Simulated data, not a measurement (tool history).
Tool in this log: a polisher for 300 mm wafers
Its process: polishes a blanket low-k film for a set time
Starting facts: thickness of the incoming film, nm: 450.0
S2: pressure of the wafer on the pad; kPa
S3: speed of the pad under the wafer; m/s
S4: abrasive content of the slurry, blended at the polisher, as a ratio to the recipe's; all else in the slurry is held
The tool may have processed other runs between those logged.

Run 1, day 0: flow of slurry (ml/min) 155, S2 14.5 kPa, S3 1.3 m/s, S4 1, polishing time (s) 35. Result: film removed (nm) 15.836.
Run 2, day 0.3: flow of slurry (ml/min) 155, S2 14.5 kPa, S3 1.3 m/s, S4 1, polishing time (s) 32. Result: film removed (nm) 14.513.
Run 3, day 0.5: flow of slurry (ml/min) 170, S2 14.5 kPa, S3 1.3 m/s, S4 1, polishing time (s) 32. Result: film removed (nm) 14.707.
Run 4, day 0.617: flow of slurry (ml/min) 170, S2 13.1 kPa, S3 1.28 m/s, S4 1, polishing time (s) 32. Result: film removed (nm) 13.219.
Run 5, day 0.921: flow of slurry (ml/min) 170, S2 13.1 kPa, S3 1.52 m/s, S4 1, polishing time (s) 32. Result: film removed (nm) 14.865.
Run 6, day 1.138: flow of slurry (ml/min) 170, S2 11 kPa, S3 1.52 m/s, S4 1, polishing time (s) 32. Result: film removed (nm) 12.636.
Run 7, day 1.317: flow of slurry (ml/min) 170, S2 10.3 kPa, S3 1.48 m/s, S4 1, polishing time (s) 32. Result: film removed (nm) 11.658.
Run 8, day 1.375: flow of slurry (ml/min) 170, S2 9.7 kPa, S3 1.44 m/s, S4 1, polishing time (s) 32. Result: film removed (nm) 10.667.
Run 9, day 1.633: flow of slurry (ml/min) 170, S2 9 kPa, S3 1.42 m/s, S4 1, polishing time (s) 32. Result: film removed (nm) 9.9818.
Run 10, day 1.854: flow of slurry (ml/min) 140, S2 6.9 kPa, S3 1.28 m/s, S4 1, polishing time (s) 32. Result: film removed (nm) 6.9133.
Run 11, day 1.971: flow of slurry (ml/min) 145, S2 6.9 kPa, S3 1.28 m/s, S4 1, polishing time (s) 32. Result: film removed (nm) 6.9513.
Run 12, day 2.225: flow of slurry (ml/min) 180, S2 8.3 kPa, S3 1.28 m/s, S4 1, polishing time (s) 32. Result: film removed (nm) 8.6695.

Predict the results of run 13:
Run 13, day 2.467: flow of slurry (ml/min) 140, S2 8.3 kPa, S3 1.28 m/s, S4 1, polishing time (s) 32. Result: film removed (nm) ?.

{"run 13": {"film removed (nm)": 8.2825}}

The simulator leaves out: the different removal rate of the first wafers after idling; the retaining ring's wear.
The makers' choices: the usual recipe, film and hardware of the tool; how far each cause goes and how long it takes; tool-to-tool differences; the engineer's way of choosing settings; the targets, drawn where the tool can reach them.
